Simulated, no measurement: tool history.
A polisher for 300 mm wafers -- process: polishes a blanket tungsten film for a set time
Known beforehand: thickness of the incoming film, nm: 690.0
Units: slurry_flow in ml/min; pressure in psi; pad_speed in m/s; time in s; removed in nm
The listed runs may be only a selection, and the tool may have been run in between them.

Run 1, hour 0: slurry_flow 155 ml/min, pressure 2.9 psi, pad_speed 1.16 m/s, slurry_solids 1, time 27 s. Result: removed 117.09 nm.
Run 2, hour 1.1: slurry_flow 155 ml/min, pressure 2.5 psi, pad_speed 1.08 m/s, slurry_solids 1, time 27 s. Result: removed 96.021 nm.
Run 3, hour 8.4: slurry_flow 155 ml/min, pressure 2.2 psi, pad_speed 1.02 m/s, slurry_solids 1, time 27 s. Result: removed 79.763 nm.
Run 4, hour 12.4: slurry_flow 155 ml/min, pressure 2 psi, pad_speed 1 m/s, slurry_solids 1, time 27 s. Result: removed 72.21 nm.
Run 5, hour 16.5: slurry_flow 140 ml/min, pressure 2 psi, pad_speed 1 m/s, slurry_solids 1, time 27 s. Result: removed 70.635 nm.
Run 6, hour 24.5: slurry_flow 135 ml/min, pressure 1.8 psi, pad_speed 1 m/s, slurry_solids 1, time 27 s. Result: removed 62.662 nm.

Estimate the outcome of run 7 from the log above:
Run 7, hour 31: slurry_flow 125 ml/min, pressure 1.7 psi, pad_speed 1 m/s, slurry_solids 1, time 27 s. Result: removed ?.

removed: 58.291 nm
